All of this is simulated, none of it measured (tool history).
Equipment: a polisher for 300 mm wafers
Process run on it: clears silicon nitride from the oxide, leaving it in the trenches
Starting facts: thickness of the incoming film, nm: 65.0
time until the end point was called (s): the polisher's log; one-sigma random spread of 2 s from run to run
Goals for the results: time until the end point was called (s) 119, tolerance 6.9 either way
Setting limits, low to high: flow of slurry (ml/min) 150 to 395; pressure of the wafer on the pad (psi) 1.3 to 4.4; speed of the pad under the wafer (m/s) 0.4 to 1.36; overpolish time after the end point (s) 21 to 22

| run | hour | flow of slurry (ml/min) | pressure of the wafer on the pad (psi) | speed of the pad under the wafer (m/s) | overpolish time after the end point (s) | time until the end point was called (s) |
|---|---|---|---|---|---|---|
| 1 | 0 | 250 | 2.8 | 0.88 | 21 | 84.485 |
| 2 | 8.5 | 250 | 2.6 | 0.88 | 21 | 90.43 |
| 3 | 14.2 | 195 | 2.6 | 0.88 | 21 | 92.527 |
| 4 | 18.6 | 195 | 2.5 | 0.88 | 21 | 96.564 |
| 5 | 21.2 | 195 | 2.5 | 0.88 | 21 | 99.479 |
| 6 | 23.9 | 195 | 2.4 | 0.88 | 21 | 102.99 |
| 7 | 29.4 | 195 | 2.3 | 0.88 | 21 | 106.43 |
| 8 | 32.5 | 195 | 2.2 | 0.88 | 21 | 110.38 |

Of the 5 settings listed for the next run, only one would bring every result within its allowed miss of target. Which one?
| A | 35.6 | 180 | 2.2 | 0.98 | 21 | ? |
| B | 35.6 | 150 | 2 | 1.14 | 22 | ? |
| C | 35.6 | 205 | 2 | 0.76 | 21 | ? |
| D | 35.6 | 165 | 1.7 | 1.1 | 22 | ? |
| E | 35.6 | 190 | 2.1 | 1.08 | 21 | ? |

| move | time until the end point was called (s) |
|---|---|
| A | 101.6 |
| B | 101.56 |
| C | 134.09 |
| D | 119.91 |
| E | 97.051 |
A: its largest miss is bigger than the last run's
B: its largest miss is bigger than the last run's
C: takes the biggest miss from the last run beyond its target
D: all results land within tolerance of their targets
E: its largest miss is bigger than the last run's
Correct choice: D, which meets every target
